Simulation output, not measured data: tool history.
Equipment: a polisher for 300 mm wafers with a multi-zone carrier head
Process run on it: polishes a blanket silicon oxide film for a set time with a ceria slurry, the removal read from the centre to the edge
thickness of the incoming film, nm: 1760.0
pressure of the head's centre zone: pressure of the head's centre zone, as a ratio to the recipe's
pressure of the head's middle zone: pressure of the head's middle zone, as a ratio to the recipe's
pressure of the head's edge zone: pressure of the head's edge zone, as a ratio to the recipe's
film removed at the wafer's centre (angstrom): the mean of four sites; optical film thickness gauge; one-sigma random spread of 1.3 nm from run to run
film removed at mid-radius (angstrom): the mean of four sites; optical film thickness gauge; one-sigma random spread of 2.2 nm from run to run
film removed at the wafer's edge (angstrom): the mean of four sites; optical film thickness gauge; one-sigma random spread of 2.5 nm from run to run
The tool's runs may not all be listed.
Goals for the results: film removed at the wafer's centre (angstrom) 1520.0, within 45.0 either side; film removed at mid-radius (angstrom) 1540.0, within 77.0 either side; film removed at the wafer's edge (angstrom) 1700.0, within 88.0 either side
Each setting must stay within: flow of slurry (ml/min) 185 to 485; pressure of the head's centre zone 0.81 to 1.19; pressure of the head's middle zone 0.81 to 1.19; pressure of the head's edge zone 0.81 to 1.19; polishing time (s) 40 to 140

run,hour,flow of slurry (ml/min),pressure of the head's centre zone,pressure of the head's middle zone,pressure of the head's edge zone,polishing time (s),film removed at the wafer's centre (angstrom),film removed at mid-radius (angstrom),film removed at the wafer's edge (angstrom)
1,0.0,310,1.00,1.00,1.00,90,2285.4,2208.4,2245.0
2,7.4,310,1.00,1.00,1.00,70,1770.5,1720.0,1762.7
3,14.2,305,0.98,0.98,1.00,69,1705.5,1664.9,1735.1
4,17.9,340,0.98,0.98,1.00,69,1703.8,1634.3,1726.6
5,19.6,340,0.96,0.97,1.00,69,1664.9,1629.2,1751.5
6,26.5,340,0.91,0.97,1.00,69,1574.3,1635.7,1713.4
7,30.4,340,0.91,0.96,1.00,69,1587.2,1680.7,1737.4
8,38.8,315,0.90,0.86,1.01,65,1483.5,1412.5,1657.1
9,47.6,315,0.90,0.87,1.01,65,1465.7,1399.6,1627.1
10,54.5,315,0.90,0.88,1.02,65,1501.0,1447.0,1659.4
11,61.5,315,0.90,0.89,1.03,65,1472.1,1427.0,1672.8
12,63.1,315,0.90,0.90,1.03,65,1480.0,1439.3,1648.0

Exactly one of the 5 candidate moves below puts every result within its allowed miss. Which one?
A,64.7,335,1.02,0.87,1.04,58,?,?,?
B,64.7,365,0.87,0.81,1.10,63,?,?,?
C,64.7,270,0.87,0.81,1.19,65,?,?,?
D,64.7,190,0.91,0.84,1.09,70,?,?,?
E,64.7,310,0.89,0.93,1.00,67,?,?,?

move,film removed at the wafer's centre (angstrom),film removed at mid-radius (angstrom),film removed at the wafer's edge (angstrom)
A,1496.5,1276.6,1507.9
B,1395.9,1318.8,1685.6
C,1392.0,1319.4,1754.2
D,1478.0,1387.5,1751.4
E,1494.7,1547.9,1704.8
A: lands further from the targets than the last run did
B: lands further from the targets than the last run did
C: lands further from the targets than the last run did
D: lands further from the targets than the last run did
E: every result lands within tolerance
Correct choice: E, which meets every target
